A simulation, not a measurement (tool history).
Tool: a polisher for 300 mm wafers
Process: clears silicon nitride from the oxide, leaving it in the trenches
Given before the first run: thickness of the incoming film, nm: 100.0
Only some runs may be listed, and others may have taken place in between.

run	hour	flow of slurry (ml/min)	pressure of the wafer on the pad (psi)	speed of the pad under the wafer (m/s)	overpolish time after the end point (s)	time until the end point was called (s)
1	0	150	2.9	1.28	21	84.506
2	4.5	150	2.9	1.02	21	102.9
3	13.4	150	3.2	1.1	21	88.179
4	18.6	175	3.2	1.1	21	84.406
5	23.6	190	3.2	1.1	21	86.516
6	26.2	190	3.4	1.18	21	77.393

What does the tool deliver on the next run?
7	30.8	200	4.2	1.54	21	?

{"run 7": {"time until the end point was called (s)": 47.763}}

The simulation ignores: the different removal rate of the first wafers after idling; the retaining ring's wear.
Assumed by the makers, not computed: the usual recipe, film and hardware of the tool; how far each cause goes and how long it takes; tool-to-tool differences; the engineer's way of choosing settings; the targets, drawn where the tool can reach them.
